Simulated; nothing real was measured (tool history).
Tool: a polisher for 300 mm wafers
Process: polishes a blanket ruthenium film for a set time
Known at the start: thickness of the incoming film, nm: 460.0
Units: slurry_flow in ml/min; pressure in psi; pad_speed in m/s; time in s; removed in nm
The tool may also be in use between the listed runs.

| run | hour | slurry_flow | pressure | pad_speed | time | removed |
|---|---|---|---|---|---|---|
| 1 | 0.0 | 285 | 2.7 | 0.98 | 24 | 32.331 |
| 2 | 8.4 | 285 | 2.5 | 0.98 | 24 | 30.014 |
| 3 | 13.7 | 345 | 2.5 | 0.98 | 24 | 30.411 |
| 4 | 16.9 | 345 | 2.4 | 0.98 | 24 | 28.744 |
| 5 | 24.4 | 415 | 2.4 | 0.98 | 24 | 29.350 |
| 6 | 33.0 | 415 | 2.9 | 0.98 | 24 | 35.756 |

Run 7 comes next. What will it give?
| 7 | 40.5 | 415 | 2.7 | 0.98 | 24 | ? |

removed: 32.689 nm
